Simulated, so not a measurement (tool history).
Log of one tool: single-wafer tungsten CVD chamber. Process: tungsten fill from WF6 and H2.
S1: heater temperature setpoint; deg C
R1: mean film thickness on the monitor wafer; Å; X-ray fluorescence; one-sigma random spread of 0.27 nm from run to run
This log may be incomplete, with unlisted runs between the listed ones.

run 1 day=0 | S1=390 chamber_pressure_(Pa)=5293 deposition_time_(s)=13.4 | R1=383.8
run 2 day=0.038 | S1=394 chamber_pressure_(Pa)=5306 deposition_time_(s)=13.4 | R1=414.59
run 3 day=0.175 | S1=394 chamber_pressure_(Pa)=5813 deposition_time_(s)=13.4 | R1=437.63
run 4 day=0.471 | S1=394 chamber_pressure_(Pa)=5813 deposition_time_(s)=12.8 | R1=413.07
run 5 day=0.608 | S1=397 chamber_pressure_(Pa)=5826 deposition_time_(s)=12.8 | R1=441.6
run 6 day=0.95 | S1=397 chamber_pressure_(Pa)=5066 deposition_time_(s)=12.8 | R1=413.12

Run 7 comes next. What will it give?
run 7 day=1.125 | S1=400 chamber_pressure_(Pa)=5080 deposition_time_(s)=12.8 | R1=?

R1: 437.39 Å

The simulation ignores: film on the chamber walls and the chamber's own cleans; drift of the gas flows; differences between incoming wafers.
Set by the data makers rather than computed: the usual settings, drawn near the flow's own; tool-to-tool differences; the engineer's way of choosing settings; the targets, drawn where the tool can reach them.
